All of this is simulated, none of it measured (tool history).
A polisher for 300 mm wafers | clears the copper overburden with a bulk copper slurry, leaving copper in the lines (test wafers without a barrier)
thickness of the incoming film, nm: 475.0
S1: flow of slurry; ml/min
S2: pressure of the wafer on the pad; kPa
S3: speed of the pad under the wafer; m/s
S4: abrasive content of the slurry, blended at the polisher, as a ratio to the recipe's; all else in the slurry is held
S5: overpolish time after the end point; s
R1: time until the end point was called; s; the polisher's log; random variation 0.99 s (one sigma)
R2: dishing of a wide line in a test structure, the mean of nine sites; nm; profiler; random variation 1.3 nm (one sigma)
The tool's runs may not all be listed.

| run | hour | S1 | S2 | S3 | S4 | S5 | R1 | R2 |
|---|---|---|---|---|---|---|---|---|
| 1 | 0 | 240 | 13.8 | 0.98 | 1 | 29 | 76.087 | 71.223 |
| 2 | 6.4 | 240 | 13.1 | 0.98 | 1 | 30 | 80.124 | 71.638 |
| 3 | 12 | 240 | 13.1 | 0.98 | 1 | 40 | 80.659 | 73.272 |
| 4 | 13.2 | 240 | 12.4 | 0.98 | 1 | 39 | 84.737 | 73.675 |
| 5 | 19.1 | 240 | 11.7 | 0.98 | 1 | 37 | 88.84 | 69.824 |
| 6 | 27.8 | 240 | 11.7 | 1.08 | 1 | 37 | 81.606 | 70.766 |
| 7 | 34.3 | 240 | 11 | 1.08 | 1 | 38 | 85.242 | 71.263 |
| 8 | 38.2 | 235 | 7.6 | 1.08 | 1 | 36 | 124.45 | 57.822 |
| 9 | 40.8 | 240 | 7.6 | 1.08 | 1 | 37 | 122.09 | 56.238 |

The next listed run, before its measurement:
| 10 | 43.8 | 245 | 7.6 | 1.08 | 1 | 39 | ? | ? |

{"run 10": {"R1": 121.53, "R2": 58.579}}
